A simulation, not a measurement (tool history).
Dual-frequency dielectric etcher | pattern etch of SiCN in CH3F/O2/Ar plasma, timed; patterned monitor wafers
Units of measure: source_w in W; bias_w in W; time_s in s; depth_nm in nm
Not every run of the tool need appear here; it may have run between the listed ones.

| run | hour | source_w | bias_w | time_s | depth_nm |
|---|---|---|---|---|---|
| 1 | 0.0 | 330 | 92 | 55.0 | 19.084 |
| 2 | 2.1 | 370 | 92 | 55.0 | 20.030 |
| 3 | 10.8 | 330 | 92 | 55.0 | 19.146 |
| 4 | 13.1 | 350 | 96 | 55.0 | 19.969 |
| 5 | 15.2 | 350 | 96 | 55.0 | 19.915 |
| 6 | 18.3 | 360 | 99 | 55.0 | 20.797 |
| 7 | 27.3 | 370 | 100 | 55.0 | 20.852 |

Forecast run 8:
| 8 | 29.8 | 380 | 102 | 55.0 | ? |

depth_nm: 21.347 nm

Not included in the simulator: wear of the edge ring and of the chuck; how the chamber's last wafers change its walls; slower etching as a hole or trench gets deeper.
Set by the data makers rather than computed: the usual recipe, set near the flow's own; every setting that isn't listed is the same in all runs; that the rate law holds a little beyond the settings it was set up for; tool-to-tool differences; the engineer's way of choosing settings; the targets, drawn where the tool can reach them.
